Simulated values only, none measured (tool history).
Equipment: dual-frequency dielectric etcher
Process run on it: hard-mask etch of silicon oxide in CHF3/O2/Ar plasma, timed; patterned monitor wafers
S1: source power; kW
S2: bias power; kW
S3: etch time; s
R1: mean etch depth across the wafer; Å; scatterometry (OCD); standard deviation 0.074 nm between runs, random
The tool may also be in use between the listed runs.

run	hour	S1	S2	S3	R1
1	0.0	0.820	0.200	13.5	336.59
2	4.9	0.820	0.235	13.5	354.97
3	5.6	0.790	0.228	13.5	345.86
4	9.9	0.790	0.228	13.5	345.90
5	18.3	0.760	0.222	13.5	335.96
6	24.5	0.730	0.219	13.5	328.13
7	29.0	0.710	0.217	13.5	323.59
8	33.7	0.690	0.215	13.5	317.07
9	36.0	0.670	0.214	13.5	309.84
10	41.6	0.650	0.214	13.5	306.70

Forecast run 11:
11	50.5	0.640	0.214	13.5	?

Run 11 came out at R1 303.50 Å.
